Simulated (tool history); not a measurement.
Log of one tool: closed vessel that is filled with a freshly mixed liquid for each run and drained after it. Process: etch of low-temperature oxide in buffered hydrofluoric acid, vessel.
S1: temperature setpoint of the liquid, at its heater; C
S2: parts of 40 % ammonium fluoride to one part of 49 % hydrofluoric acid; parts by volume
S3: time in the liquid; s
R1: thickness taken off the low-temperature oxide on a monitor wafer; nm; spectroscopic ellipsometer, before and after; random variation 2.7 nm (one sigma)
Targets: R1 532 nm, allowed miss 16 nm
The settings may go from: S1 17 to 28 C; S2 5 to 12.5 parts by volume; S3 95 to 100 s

Run 1, hour 0: S1 20 C, S2 7.5 parts by volume, S3 95 s. Result: R1 326.24 nm.
Run 2, hour 5.9: S1 22.5 C, S2 7.5 parts by volume, S3 95 s. Result: R1 370.43 nm.
Run 3, hour 13.2: S1 19.5 C, S2 7.5 parts by volume, S3 95 s. Result: R1 319.49 nm.
Run 4, hour 15.3: S1 19.5 C, S2 8.5 parts by volume, S3 95 s. Result: R1 276.81 nm.
Run 5, hour 16: S1 19.5 C, S2 6.5 parts by volume, S3 95 s. Result: R1 361.64 nm.
Run 6, hour 22.7: S1 19.5 C, S2 6.5 parts by volume, S3 95 s. Result: R1 358.11 nm.
Run 7, hour 24.7: S1 21.5 C, S2 6.5 parts by volume, S3 95 s. Result: R1 406.77 nm.
Run 8, hour 31.2: S1 25.5 C, S2 6.5 parts by volume, S3 95 s. Result: R1 503.25 nm.

4 next moves are on the table. One of them brings every result within its allowed miss. Which?
Run A, hour 37.7: S1 25 C, S2 6.5 parts by volume, S3 95 s. Result: R1 ?.
Run B, hour 37.7: S1 23 C, S2 6.5 parts by volume, S3 95 s. Result: R1 ?.
Run C, hour 37.7: S1 24.5 C, S2 6.5 parts by volume, S3 100 s. Result: R1 ?.
Run D, hour 37.7: S1 26.5 C, S2 7 parts by volume, S3 100 s. Result: R1 ?.

move      R1
   A  489.37
   B  438.89
   C  501.36
   D  523.66
A: further off than the last run
B: further off than the last run
C: further off than the last run
D: meets every target
Move D is the one to make.
